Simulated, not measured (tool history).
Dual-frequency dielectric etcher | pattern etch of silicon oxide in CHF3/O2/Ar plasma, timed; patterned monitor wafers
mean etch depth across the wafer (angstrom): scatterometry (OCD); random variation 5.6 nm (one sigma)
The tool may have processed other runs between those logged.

run,hour,source power (kW),bias power (kW),etch time (s),mean etch depth across the wafer (angstrom)
1,0,0.48,0.189,659,11728
2,7.9,0.41,0.189,659,11009
3,13.7,0.41,0.189,688,11361
4,22.5,0.41,0.171,688,10960
5,30.1,0.41,0.198,688,11467
6,38.8,0.39,0.195,686.5,11107
7,45.2,0.37,0.193,686,10844
8,50.5,0.36,0.192,685.5,10733

Expected results for the next run?
9,54.5,0.35,0.191,685,?

{"run 9": {"mean etch depth across the wafer (angstrom)": 10507}}

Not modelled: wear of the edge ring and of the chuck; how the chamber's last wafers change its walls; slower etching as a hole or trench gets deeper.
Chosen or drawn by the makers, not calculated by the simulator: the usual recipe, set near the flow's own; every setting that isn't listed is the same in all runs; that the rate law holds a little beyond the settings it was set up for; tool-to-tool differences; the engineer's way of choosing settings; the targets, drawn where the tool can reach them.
